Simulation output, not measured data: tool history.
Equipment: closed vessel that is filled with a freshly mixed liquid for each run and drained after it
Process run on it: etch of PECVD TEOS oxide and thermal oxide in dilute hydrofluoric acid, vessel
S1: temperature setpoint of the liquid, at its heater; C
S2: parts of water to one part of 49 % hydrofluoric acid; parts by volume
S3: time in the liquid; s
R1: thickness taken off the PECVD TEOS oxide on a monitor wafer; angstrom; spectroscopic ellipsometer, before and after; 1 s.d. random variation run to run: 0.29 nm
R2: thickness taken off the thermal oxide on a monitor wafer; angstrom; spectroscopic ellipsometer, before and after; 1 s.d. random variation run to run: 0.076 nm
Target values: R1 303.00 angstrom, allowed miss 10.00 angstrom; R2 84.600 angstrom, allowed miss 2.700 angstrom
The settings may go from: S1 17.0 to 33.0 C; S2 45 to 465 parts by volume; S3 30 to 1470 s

Run 1, hour 0.0: S1 25.0 C, S2 255 parts by volume, S3 750 s. Result: R1 390.43 angstrom, R2 112.920 angstrom.
Run 2, hour 5.6: S1 25.0 C, S2 255 parts by volume, S3 1000 s. Result: R1 530.80 angstrom, R2 147.200 angstrom.
Run 3, hour 11.5: S1 22.5 C, S2 275 parts by volume, S3 1000 s. Result: R1 434.55 angstrom, R2 122.780 angstrom.
Run 4, hour 15.7: S1 21.0 C, S2 290 parts by volume, S3 1005 s. Result: R1 394.33 angstrom, R2 109.920 angstrom.
Run 5, hour 20.2: S1 20.0 C, S2 300 parts by volume, S3 1005 s. Result: R1 355.82 angstrom, R2 100.830 angstrom.
Run 6, hour 29.8: S1 22.5 C, S2 300 parts by volume, S3 1005 s. Result: R1 396.02 angstrom, R2 111.600 angstrom.
Run 7, hour 32.1: S1 21.0 C, S2 305 parts by volume, S3 1005 s. Result: R1 373.45 angstrom, R2 101.670 angstrom.
Run 8, hour 34.0: S1 20.0 C, S2 305 parts by volume, S3 990 s. Result: R1 346.21 angstrom, R2 97.317 angstrom.
Run 9, hour 41.7: S1 19.0 C, S2 310 parts by volume, S3 995 s. Result: R1 328.94 angstrom, R2 93.189 angstrom.
Run 10, hour 45.5: S1 19.0 C, S2 310 parts by volume, S3 995 s. Result: R1 332.24 angstrom, R2 91.944 angstrom.
Run 11, hour 50.9: S1 18.5 C, S2 310 parts by volume, S3 990 s. Result: R1 321.79 angstrom, R2 91.182 angstrom.
Run 12, hour 53.6: S1 18.0 C, S2 315 parts by volume, S3 995 s. Result: R1 310.02 angstrom, R2 88.014 angstrom.

Below are 5 possible settings for the next run. Only one of them brings all results inside the allowed miss of their targets. Which is it?
Run A, hour 56.3: S1 17.0 C, S2 315 parts by volume, S3 1010 s. Result: R1 ?, R2 ?.
Run B, hour 56.3: S1 20.5 C, S2 205 parts by volume, S3 550 s. Result: R1 ?, R2 ?.
Run C, hour 56.3: S1 22.0 C, S2 335 parts by volume, S3 975 s. Result: R1 ?, R2 ?.
Run D, hour 56.3: S1 17.0 C, S2 175 parts by volume, S3 520 s. Result: R1 ?, R2 ?.
Run E, hour 56.3: S1 17.0 C, S2 310 parts by volume, S3 1060 s. Result: R1 ?, R2 ?.

move      R1      R2
   A  308.81  85.513
   B  328.00  90.830
   C  328.60  90.995
   D  327.25  90.622
   E  330.81  91.606
A: all results in spec
B: the biggest miss grows against the last run
C: the biggest miss grows against the last run
D: the biggest miss grows against the last run
E: the biggest miss grows against the last run
Answer: A
